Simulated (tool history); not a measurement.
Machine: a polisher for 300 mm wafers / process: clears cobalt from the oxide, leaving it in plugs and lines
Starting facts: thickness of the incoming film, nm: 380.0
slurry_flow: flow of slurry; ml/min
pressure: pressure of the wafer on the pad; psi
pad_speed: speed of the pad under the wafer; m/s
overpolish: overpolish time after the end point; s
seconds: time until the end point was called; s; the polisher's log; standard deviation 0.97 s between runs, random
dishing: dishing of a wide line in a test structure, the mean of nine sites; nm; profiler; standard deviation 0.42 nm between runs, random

run 1 day=0 | slurry_flow=220 pressure=2.3 pad_speed=0.86 overpolish=15 | seconds=60.143 dishing=43.789
run 2 day=0.117 | slurry_flow=220 pressure=2.3 pad_speed=0.86 overpolish=18 | seconds=60.096 dishing=46.519
run 3 day=0.375 | slurry_flow=220 pressure=2.7 pad_speed=0.86 overpolish=18 | seconds=50.765 dishing=50.184
run 4 day=0.425 | slurry_flow=220 pressure=2.4 pad_speed=0.84 overpolish=16 | seconds=58.992 dishing=46.615
run 5 day=0.671 | slurry_flow=205 pressure=2.2 pad_speed=0.84 overpolish=14 | seconds=64.359 dishing=42.661
run 6 day=0.908 | slurry_flow=225 pressure=2 pad_speed=0.82 overpolish=12 | seconds=72.257 dishing=36.109
run 7 day=1.008 | slurry_flow=230 pressure=1.9 pad_speed=0.8 overpolish=11 | seconds=77.809 dishing=33.132
run 8 day=1.296 | slurry_flow=235 pressure=1.8 pad_speed=0.8 overpolish=10 | seconds=81.399 dishing=30.202
run 9 day=1.421 | slurry_flow=240 pressure=1.7 pad_speed=0.8 overpolish=10 | seconds=86.035 dishing=29.418
run 10 day=1.492 | slurry_flow=245 pressure=1.6 pad_speed=0.8 overpolish=10 | seconds=89.932 dishing=28.14
run 11 day=1.771 | slurry_flow=250 pressure=1.5 pad_speed=0.8 overpolish=10 | seconds=97.752 dishing=27.252
run 12 day=2.096 | slurry_flow=255 pressure=1.4 pad_speed=0.8 overpolish=10 | seconds=102.5 dishing=26.057
run 13 day=2.204 | slurry_flow=250 pressure=1.1 pad_speed=0.8 overpolish=5 | seconds=129.59 dishing=12.122
run 14 day=2.312 | slurry_flow=260 pressure=1.4 pad_speed=0.72 overpolish=11 | seconds=112.63 dishing=25.353
run 15 day=2.588 | slurry_flow=255 pressure=1.4 pad_speed=0.72 overpolish=11 | seconds=111.86 dishing=26.222
run 16 day=2.904 | slurry_flow=245 pressure=1.4 pad_speed=0.72 overpolish=11 | seconds=113.4 dishing=25.856
run 17 day=3.142 | slurry_flow=240 pressure=1.4 pad_speed=0.72 overpolish=11 | seconds=114.56 dishing=25.656
run 18 day=3.183 | slurry_flow=235 pressure=1.4 pad_speed=0.72 overpolish=11 | seconds=116.28 dishing=25.623

Expected results for the next run?
run 19 day=3.254 | slurry_flow=230 pressure=1.4 pad_speed=0.72 overpolish=11 | seconds=? dishing=?

seconds: 113.43 s
dishing: 26.426 nm
